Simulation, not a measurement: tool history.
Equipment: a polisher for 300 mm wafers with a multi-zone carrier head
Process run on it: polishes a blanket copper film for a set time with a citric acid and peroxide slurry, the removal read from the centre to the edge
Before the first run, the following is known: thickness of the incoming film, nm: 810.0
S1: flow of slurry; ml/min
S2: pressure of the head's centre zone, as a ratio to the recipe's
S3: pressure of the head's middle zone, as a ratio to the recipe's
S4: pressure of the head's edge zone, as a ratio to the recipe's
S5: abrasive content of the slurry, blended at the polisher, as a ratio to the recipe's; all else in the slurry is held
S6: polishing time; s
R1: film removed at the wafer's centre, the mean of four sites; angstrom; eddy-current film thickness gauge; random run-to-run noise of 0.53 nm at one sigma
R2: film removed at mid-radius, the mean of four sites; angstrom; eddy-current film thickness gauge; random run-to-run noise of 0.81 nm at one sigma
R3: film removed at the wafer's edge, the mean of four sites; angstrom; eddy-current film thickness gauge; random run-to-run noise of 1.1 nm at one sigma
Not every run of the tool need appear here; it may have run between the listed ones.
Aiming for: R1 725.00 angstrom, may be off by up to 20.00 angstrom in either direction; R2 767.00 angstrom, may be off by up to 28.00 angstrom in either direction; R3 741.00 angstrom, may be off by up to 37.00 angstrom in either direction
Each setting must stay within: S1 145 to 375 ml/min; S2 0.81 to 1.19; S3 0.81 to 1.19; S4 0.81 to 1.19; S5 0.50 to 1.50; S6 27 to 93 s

{"run": 1, "hour": 0.0, "S1": 240, "S2": 1.0, "S3": 1.0, "S4": 1.0, "S5": 1.0, "S6": 59, "R1": 1049.3, "R2": 1052.9, "R3": 1083.9}
{"run": 2, "hour": 8.5, "S1": 240, "S2": 0.98, "S3": 0.99, "S4": 0.96, "S5": 0.85, "S6": 56, "R1": 939.77, "R2": 959.51, "R3": 981.87}
{"run": 3, "hour": 15.7, "S1": 240, "S2": 0.98, "S3": 0.99, "S4": 1.03, "S5": 0.85, "S6": 56, "R1": 948.59, "R2": 938.54, "R3": 1004.4}
{"run": 4, "hour": 24.3, "S1": 245, "S2": 0.97, "S3": 1.0, "S4": 0.98, "S5": 0.75, "S6": 53, "R1": 870.84, "R2": 883.79, "R3": 921.92}
{"run": 5, "hour": 31.6, "S1": 245, "S2": 1.04, "S3": 1.0, "S4": 0.98, "S5": 0.75, "S6": 53, "R1": 929.79, "R2": 887.49, "R3": 921.22}
{"run": 6, "hour": 39.7, "S1": 245, "S2": 1.04, "S3": 0.97, "S4": 0.98, "S5": 0.75, "S6": 53, "R1": 917.4, "R2": 871.95, "R3": 893.35}
{"run": 7, "hour": 45.7, "S1": 245, "S2": 1.0, "S3": 0.94, "S4": 0.93, "S5": 0.7, "S6": 53, "R1": 879.05, "R2": 839.49, "R3": 864.1}
{"run": 8, "hour": 54.0, "S1": 215, "S2": 0.9, "S3": 0.96, "S4": 0.83, "S5": 0.5, "S6": 49, "R1": 665.83, "R2": 738.35, "R3": 686.72}
{"run": 9, "hour": 61.2, "S1": 230, "S2": 0.91, "S3": 0.96, "S4": 0.85, "S5": 0.5, "S6": 49, "R1": 682.53, "R2": 725.31, "R3": 706.76}
{"run": 10, "hour": 68.1, "S1": 270, "S2": 0.93, "S3": 1.02, "S4": 0.87, "S5": 0.55, "S6": 49, "R1": 735.56, "R2": 784.53, "R3": 723.95}

Consider the 5 candidate settings below. Which is the only one whose results all fall within their allowed miss of target?
{"run": "A", "hour": 75.0, "S1": 270, "S2": 0.94, "S3": 0.98, "S4": 0.88, "S5": 0.6, "S6": 48, "R1": "?", "R2": "?", "R3": "?"}
{"run": "B", "hour": 75.0, "S1": 275, "S2": 0.96, "S3": 1.12, "S4": 0.81, "S5": 0.7, "S6": 45, "R1": "?", "R2": "?", "R3": "?"}
{"run": "C", "hour": 75.0, "S1": 275, "S2": 1.02, "S3": 1.03, "S4": 0.87, "S5": 0.7, "S6": 45, "R1": "?", "R2": "?", "R3": "?"}
{"run": "D", "hour": 75.0, "S1": 305, "S2": 1.07, "S3": 1.02, "S4": 0.93, "S5": 0.5, "S6": 46, "R1": "?", "R2": "?", "R3": "?"}
{"run": "E", "hour": 75.0, "S1": 335, "S2": 1.05, "S3": 1.06, "S4": 0.83, "S5": 0.6, "S6": 43, "R1": "?", "R2": "?", "R3": "?"}

move=A R1=737.66 R2=761.80 R3=740.96
move=B R1=733.53 R2=829.78 R3=692.73
move=C R1=779.25 R2=772.22 R3=715.90
move=D R1=785.10 R2=734.24 R3=706.12
move=E R1=757.46 R2=745.25 R3=656.88
A: in spec on every target
B: the biggest miss grows against the last run
C: the furthest-off result lands on target, but another misses its tolerance
D: takes the biggest miss from the last run beyond its target
E: the furthest-off result lands on target, but another misses its tolerance
The move that meets every target is A.
